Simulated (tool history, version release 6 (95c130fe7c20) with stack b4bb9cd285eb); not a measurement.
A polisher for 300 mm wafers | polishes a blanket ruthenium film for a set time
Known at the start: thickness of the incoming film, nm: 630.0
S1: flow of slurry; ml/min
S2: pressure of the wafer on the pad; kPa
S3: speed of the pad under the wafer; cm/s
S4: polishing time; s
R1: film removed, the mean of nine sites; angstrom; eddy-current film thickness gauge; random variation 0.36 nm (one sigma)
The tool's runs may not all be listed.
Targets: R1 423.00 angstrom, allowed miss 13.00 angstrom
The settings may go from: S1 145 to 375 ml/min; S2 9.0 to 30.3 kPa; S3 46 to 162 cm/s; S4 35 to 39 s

run	hour	S1	S2	S3	S4	R1
1	0.0	240	19.3	104	39	704.47
2	5.3	240	19.3	114	39	768.61
3	9.2	180	19.3	114	39	751.17
4	13.0	180	22.8	114	39	871.03
5	20.6	180	20.0	112	39	757.62
6	28.0	180	17.9	110	39	678.57
7	30.1	180	15.9	108	39	604.82
8	33.7	180	14.5	108	39	563.97
9	36.3	180	13.1	108	39	526.38

4 next moves are on the table. One of them brings every result within its allowed miss. Which?
A	38.9	200	9.0	122	37	?
B	38.9	150	13.8	98	37	?
C	38.9	190	12.4	108	35	?
D	38.9	160	10.3	94	39	?

move	R1
A	430.84
B	461.04
C	455.15
D	379.78
A: meets every target
B: nearer than the last run, and not there yet
C: nearer than the last run, and not there yet
D: takes the result that was furthest off past its target
The right move is A.
